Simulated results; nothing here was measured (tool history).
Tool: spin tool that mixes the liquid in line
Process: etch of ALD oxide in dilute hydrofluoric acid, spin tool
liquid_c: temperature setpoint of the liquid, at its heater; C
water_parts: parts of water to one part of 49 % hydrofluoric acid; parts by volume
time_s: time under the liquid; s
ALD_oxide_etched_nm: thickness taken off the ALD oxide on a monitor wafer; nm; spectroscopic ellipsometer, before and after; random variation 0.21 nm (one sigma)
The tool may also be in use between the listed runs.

| run | hour | liquid_c | water_parts | time_s | ALD_oxide_etched_nm |
|---|---|---|---|---|---|
| 1 | 0 | 25 | 185 | 250 | 16.578 |
| 2 | 1.5 | 27.5 | 170 | 250 | 20.082 |
| 3 | 4.5 | 29 | 160 | 250 | 22.8 |
| 4 | 12.3 | 29 | 160 | 270 | 24.692 |
| 5 | 17.9 | 30 | 155 | 270 | 26.637 |
| 6 | 19.2 | 30 | 195 | 270 | 20.224 |

The next listed run, before its measurement:
| 7 | 20.5 | 31 | 180 | 270 | ? |

{"run 7": {"ALD_oxide_etched_nm": 22.89}}
